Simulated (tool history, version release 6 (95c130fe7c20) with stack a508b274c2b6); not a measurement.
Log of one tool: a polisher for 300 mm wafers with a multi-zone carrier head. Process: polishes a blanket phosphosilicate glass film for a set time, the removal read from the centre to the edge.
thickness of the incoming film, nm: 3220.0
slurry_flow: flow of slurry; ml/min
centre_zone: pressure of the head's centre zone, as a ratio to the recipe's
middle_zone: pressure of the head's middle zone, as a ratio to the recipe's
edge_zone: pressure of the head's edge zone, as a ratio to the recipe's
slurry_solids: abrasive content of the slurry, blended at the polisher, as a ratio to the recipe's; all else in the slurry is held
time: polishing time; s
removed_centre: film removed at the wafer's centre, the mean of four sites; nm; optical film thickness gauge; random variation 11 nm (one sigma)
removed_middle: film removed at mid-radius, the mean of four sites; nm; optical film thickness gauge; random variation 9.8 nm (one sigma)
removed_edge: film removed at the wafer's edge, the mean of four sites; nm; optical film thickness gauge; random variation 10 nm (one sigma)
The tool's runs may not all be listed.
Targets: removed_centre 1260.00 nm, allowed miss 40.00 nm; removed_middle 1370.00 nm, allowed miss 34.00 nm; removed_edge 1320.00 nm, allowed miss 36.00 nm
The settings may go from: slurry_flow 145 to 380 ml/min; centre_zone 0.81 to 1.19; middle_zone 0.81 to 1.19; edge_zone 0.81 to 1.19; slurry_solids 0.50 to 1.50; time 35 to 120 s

run	hour	slurry_flow	centre_zone	middle_zone	edge_zone	slurry_solids	time	removed_centre	removed_middle	removed_edge
1	0.0	245	1.00	1.00	1.00	1.00	77	832.78	813.34	863.10
2	2.2	245	1.00	1.05	1.00	1.00	77	825.95	857.20	857.68
3	7.1	255	1.02	1.08	1.04	1.10	79	908.57	933.83	936.21
4	11.5	265	1.02	1.10	1.06	1.20	81	973.80	1006.10	1012.40
5	16.9	270	1.02	1.12	1.07	1.25	83	996.09	1074.40	1036.10
6	22.5	290	1.02	1.12	1.07	1.25	83	1035.60	1077.20	1069.20
7	29.7	290	1.02	1.13	1.08	1.30	85	1054.60	1131.10	1103.80
8	38.0	325	1.08	1.16	1.17	1.50	92	1288.80	1355.30	1307.00

4 next moves are on the table. One of them brings every result within its allowed miss. Which?
A	46.3	360	1.03	1.16	1.11	1.40	96	?	?	?
B	46.3	370	1.09	1.11	1.11	1.30	99	?	?	?
C	46.3	355	1.11	1.19	1.14	1.45	94	?	?	?
D	46.3	330	1.15	1.17	1.14	1.50	93	?	?	?

move	removed_centre	removed_middle	removed_edge
A	1268.90	1363.00	1324.20
B	1352.20	1320.70	1333.30
C	1354.60	1378.70	1328.60
D	1394.70	1350.70	1323.50
A: meets every target
B: further off than the last run
C: further off than the last run
D: further off than the last run
Answer: A

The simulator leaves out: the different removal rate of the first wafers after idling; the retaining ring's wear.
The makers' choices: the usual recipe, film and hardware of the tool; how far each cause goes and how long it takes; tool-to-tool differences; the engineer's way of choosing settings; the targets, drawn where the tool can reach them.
